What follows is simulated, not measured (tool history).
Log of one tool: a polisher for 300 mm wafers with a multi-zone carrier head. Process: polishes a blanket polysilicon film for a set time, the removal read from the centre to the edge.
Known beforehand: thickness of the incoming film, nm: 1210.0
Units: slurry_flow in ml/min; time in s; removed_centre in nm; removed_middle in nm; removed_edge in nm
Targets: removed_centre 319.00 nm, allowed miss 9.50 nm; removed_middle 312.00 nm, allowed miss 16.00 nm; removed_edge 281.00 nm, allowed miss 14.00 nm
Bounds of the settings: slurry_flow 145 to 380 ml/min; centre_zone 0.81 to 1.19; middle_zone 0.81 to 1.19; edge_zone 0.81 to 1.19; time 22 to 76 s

{"run": 1, "hour": 0.0, "slurry_flow": 245, "centre_zone": 1.0, "middle_zone": 1.0, "edge_zone": 1.0, "time": 49, "removed_centre": 495.72, "removed_middle": 442.54, "removed_edge": 444.83}
{"run": 2, "hour": 5.9, "slurry_flow": 245, "centre_zone": 1.0, "middle_zone": 1.0, "edge_zone": 1.07, "time": 49, "removed_centre": 492.82, "removed_middle": 440.52, "removed_edge": 468.63}
{"run": 3, "hour": 13.2, "slurry_flow": 245, "centre_zone": 1.0, "middle_zone": 1.0, "edge_zone": 1.07, "time": 40, "removed_centre": 403.99, "removed_middle": 364.62, "removed_edge": 379.01}
{"run": 4, "hour": 18.2, "slurry_flow": 280, "centre_zone": 1.0, "middle_zone": 1.0, "edge_zone": 1.07, "time": 40, "removed_centre": 407.6, "removed_middle": 370.78, "removed_edge": 379.87}
{"run": 5, "hour": 22.7, "slurry_flow": 280, "centre_zone": 1.0, "middle_zone": 0.96, "edge_zone": 1.07, "time": 40, "removed_centre": 409.27, "removed_middle": 358.88, "removed_edge": 388.35}
{"run": 6, "hour": 27.5, "slurry_flow": 280, "centre_zone": 0.99, "middle_zone": 0.97, "edge_zone": 1.05, "time": 39, "removed_centre": 398.22, "removed_middle": 341.44, "removed_edge": 367.94}
{"run": 7, "hour": 33.4, "slurry_flow": 280, "centre_zone": 0.97, "middle_zone": 0.99, "edge_zone": 1.03, "time": 38, "removed_centre": 370.91, "removed_middle": 350.79, "removed_edge": 359.38}
{"run": 8, "hour": 35.2, "slurry_flow": 280, "centre_zone": 0.97, "middle_zone": 0.99, "edge_zone": 1.01, "time": 37, "removed_centre": 369.8, "removed_middle": 336.23, "removed_edge": 337.2}
{"hour": 38.8, "done": "centre zone pressure recalibrated"}
{"run": 9, "hour": 38.8, "slurry_flow": 280, "centre_zone": 0.96, "middle_zone": 0.99, "edge_zone": 0.99, "time": 37, "removed_centre": 327.73, "removed_middle": 335.13, "removed_edge": 338.69}
{"run": 10, "hour": 42.7, "slurry_flow": 280, "centre_zone": 0.97, "middle_zone": 0.99, "edge_zone": 0.97, "time": 36, "removed_centre": 323.29, "removed_middle": 329.56, "removed_edge": 323.26}

Consider the 4 candidate settings below. Which is the only one whose results all fall within their allowed miss of target?
{"run": "A", "hour": 46.6, "slurry_flow": 310, "centre_zone": 0.99, "middle_zone": 1.06, "edge_zone": 0.84, "time": 37, "removed_centre": "?", "removed_middle": "?", "removed_edge": "?"}
{"run": "B", "hour": 46.6, "slurry_flow": 305, "centre_zone": 1.07, "middle_zone": 1.07, "edge_zone": 0.89, "time": 32, "removed_centre": "?", "removed_middle": "?", "removed_edge": "?"}
{"run": "C", "hour": 46.6, "slurry_flow": 290, "centre_zone": 1.01, "middle_zone": 1.05, "edge_zone": 0.89, "time": 32, "removed_centre": "?", "removed_middle": "?", "removed_edge": "?"}
{"run": "D", "hour": 46.6, "slurry_flow": 280, "centre_zone": 0.9, "middle_zone": 1.01, "edge_zone": 0.97, "time": 39, "removed_centre": "?", "removed_middle": "?", "removed_edge": "?"}

move=A removed_centre=344.98 removed_middle=366.38 removed_edge=314.82
move=B removed_centre=322.10 removed_middle=318.64 removed_edge=279.08
move=C removed_centre=302.10 removed_middle=312.20 removed_edge=278.02
move=D removed_centre=326.30 removed_middle=367.39 removed_edge=351.83
A: lands further from the targets than the last run did
B: each result inside its tolerance
C: gets the furthest-off result to its target, but another result is out of tolerance
D: lands further from the targets than the last run did
The right move is B.

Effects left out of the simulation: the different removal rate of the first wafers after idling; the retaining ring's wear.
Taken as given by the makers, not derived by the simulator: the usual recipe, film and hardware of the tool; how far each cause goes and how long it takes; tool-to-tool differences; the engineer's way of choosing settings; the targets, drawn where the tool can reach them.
